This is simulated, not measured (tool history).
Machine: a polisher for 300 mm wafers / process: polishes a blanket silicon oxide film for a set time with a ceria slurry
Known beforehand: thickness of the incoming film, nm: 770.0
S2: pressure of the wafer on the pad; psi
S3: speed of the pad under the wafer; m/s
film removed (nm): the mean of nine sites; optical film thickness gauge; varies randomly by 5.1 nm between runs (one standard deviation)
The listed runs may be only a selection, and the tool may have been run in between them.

run 1 hour=0 | flow_of_slurry_(ml/min)=305 S2=2.4 S3=1.38 polishing_time_(s)=79 | film_removed_(nm)=272.21
run 2 hour=4.6 | flow_of_slurry_(ml/min)=305 S2=2.5 S3=1.38 polishing_time_(s)=79 | film_removed_(nm)=296.35
run 3 hour=6.6 | flow_of_slurry_(ml/min)=355 S2=2.5 S3=1.38 polishing_time_(s)=79 | film_removed_(nm)=292.67
run 4 hour=8.8 | flow_of_slurry_(ml/min)=355 S2=2.6 S3=1.38 polishing_time_(s)=79 | film_removed_(nm)=310.31
run 5 hour=14.6 | flow_of_slurry_(ml/min)=355 S2=2.7 S3=1.38 polishing_time_(s)=79 | film_removed_(nm)=308.17
run 6 hour=19.7 | flow_of_slurry_(ml/min)=390 S2=2.7 S3=1.38 polishing_time_(s)=79 | film_removed_(nm)=318.74

For run 7, what comes out?
run 7 hour=27.3 | flow_of_slurry_(ml/min)=390 S2=2.8 S3=1.38 polishing_time_(s)=79 | film_removed_(nm)=?

Run 7 gave film removed (nm) 335.38.
